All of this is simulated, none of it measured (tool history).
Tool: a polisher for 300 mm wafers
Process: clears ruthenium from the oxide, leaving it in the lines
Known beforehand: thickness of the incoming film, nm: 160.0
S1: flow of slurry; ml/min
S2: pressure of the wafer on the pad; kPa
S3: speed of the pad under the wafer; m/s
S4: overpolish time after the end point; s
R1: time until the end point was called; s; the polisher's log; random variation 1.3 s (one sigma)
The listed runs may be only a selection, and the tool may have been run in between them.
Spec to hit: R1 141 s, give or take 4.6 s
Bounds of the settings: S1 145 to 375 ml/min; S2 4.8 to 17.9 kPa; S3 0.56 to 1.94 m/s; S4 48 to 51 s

Run 1, day 0: S1 240 ml/min, S2 11 kPa, S3 1.24 m/s, S4 48 s. Result: R1 117.57 s.
Run 2, day 0.071: S1 285 ml/min, S2 11 kPa, S3 1.24 m/s, S4 48 s. Result: R1 114.08 s.
Run 3, day 0.233: S1 275 ml/min, S2 10.3 kPa, S3 1.24 m/s, S4 48 s. Result: R1 121.38 s.
Run 4, day 0.554: S1 275 ml/min, S2 10.3 kPa, S3 1.44 m/s, S4 48 s. Result: R1 106.62 s.
Run 5, day 0.592: S1 270 ml/min, S2 9.7 kPa, S3 1.44 m/s, S4 48 s. Result: R1 113.97 s.
Run 6, day 0.783: S1 260 ml/min, S2 9 kPa, S3 1.44 m/s, S4 48 s. Result: R1 125.36 s.
Run 7, day 0.904: S1 245 ml/min, S2 9 kPa, S3 1.44 m/s, S4 48 s. Result: R1 123.15 s.
Run 8, day 1.058: S1 245 ml/min, S2 8.3 kPa, S3 1.44 m/s, S4 48 s. Result: R1 131.9 s.
Run 9, day 1.388: S1 245 ml/min, S2 8.3 kPa, S3 1.44 m/s, S4 48 s. Result: R1 131.72 s.
Run 10, day 1.508: S1 240 ml/min, S2 8.3 kPa, S3 1.44 m/s, S4 48 s. Result: R1 131.67 s.

Below are 5 possible settings for the next run. Only one of them brings all results inside the allowed miss of their targets. Which is it?
Run A, day 1.629: S1 250 ml/min, S2 12.4 kPa, S3 1.08 m/s, S4 48 s. Result: R1 ?.
Run B, day 1.629: S1 290 ml/min, S2 8.3 kPa, S3 1.48 m/s, S4 49 s. Result: R1 ?.
Run C, day 1.629: S1 210 ml/min, S2 11.7 kPa, S3 1.2 m/s, S4 48 s. Result: R1 ?.
Run D, day 1.629: S1 240 ml/min, S2 6.9 kPa, S3 1.48 m/s, S4 48 s. Result: R1 ?.
Run E, day 1.629: S1 195 ml/min, S2 6.9 kPa, S3 1.64 m/s, S4 48 s. Result: R1 ?.

move      R1
   A  115.54
   B  123.98
   C   113.6
   D  148.16
   E  138.99
A: lands further from the targets than the last run did
B: lands further from the targets than the last run did
C: lands further from the targets than the last run did
D: the result that was furthest off in the last run now lies on the other side of its target
E: every result lands within tolerance
The right move is E.

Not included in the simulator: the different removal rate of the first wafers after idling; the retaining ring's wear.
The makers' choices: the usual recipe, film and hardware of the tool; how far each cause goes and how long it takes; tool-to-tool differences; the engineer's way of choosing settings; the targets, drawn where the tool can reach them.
